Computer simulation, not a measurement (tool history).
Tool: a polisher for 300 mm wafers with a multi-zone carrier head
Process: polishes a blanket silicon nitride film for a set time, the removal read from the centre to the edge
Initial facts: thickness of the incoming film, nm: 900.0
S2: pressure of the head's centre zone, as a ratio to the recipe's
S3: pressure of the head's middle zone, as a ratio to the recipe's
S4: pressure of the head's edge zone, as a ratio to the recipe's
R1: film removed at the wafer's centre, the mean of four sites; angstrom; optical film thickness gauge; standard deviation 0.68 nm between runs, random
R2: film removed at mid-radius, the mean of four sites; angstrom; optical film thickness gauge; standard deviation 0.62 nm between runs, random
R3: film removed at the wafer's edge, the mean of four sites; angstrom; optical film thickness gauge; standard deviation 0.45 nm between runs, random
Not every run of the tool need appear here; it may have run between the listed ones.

Run 1, hour 0: flow of slurry (ml/min) 315, S2 1, S3 1, S4 1, polishing time (s) 69. Result: R1 1246.8 angstrom, R2 1127.8 angstrom, R3 1116.8 angstrom.
Run 2, hour 1.3: flow of slurry (ml/min) 300, S2 0.95, S3 0.98, S4 0.99, polishing time (s) 63. Result: R1 1098.1 angstrom, R2 1009.4 angstrom, R3 1010.2 angstrom.
Run 3, hour 8.6: flow of slurry (ml/min) 290, S2 0.92, S3 0.98, S4 1.01, polishing time (s) 57. Result: R1 947.38 angstrom, R2 914.21 angstrom, R3 923.29 angstrom.
Run 4, hour 15.1: flow of slurry (ml/min) 290, S2 0.92, S3 0.9, S4 1.01, polishing time (s) 57. Result: R1 929.2 angstrom, R2 842.82 angstrom, R3 920.37 angstrom.
Run 5, hour 19.5: flow of slurry (ml/min) 290, S2 0.92, S3 0.9, S4 0.95, polishing time (s) 57. Result: R1 928.07 angstrom, R2 843.72 angstrom, R3 909.74 angstrom.
Run 6, hour 25.7: flow of slurry (ml/min) 290, S2 0.92, S3 0.82, S4 0.95, polishing time (s) 57. Result: R1 941.89 angstrom, R2 803.93 angstrom, R3 909.89 angstrom.
Run 7, hour 29.8: flow of slurry (ml/min) 280, S2 0.89, S3 0.84, S4 0.93, polishing time (s) 54. Result: R1 870.38 angstrom, R2 758.4 angstrom, R3 844.86 angstrom.
Run 8, hour 31.1: flow of slurry (ml/min) 240, S2 0.81, S3 0.94, S4 1.02, polishing time (s) 41. Result: R1 577.16 angstrom, R2 618.9 angstrom, R3 652.96 angstrom.

Run 9 has not been measured yet. What should we expect?
Run 9, hour 39.1: flow of slurry (ml/min) 280, S2 0.82, S3 0.94, S4 1.03, polishing time (s) 41. Result: R1 ?, R2 ?, R3 ?.

Run 9 produced R1 599.88 angstrom, R2 632.96 angstrom, R3 667.93 angstrom.
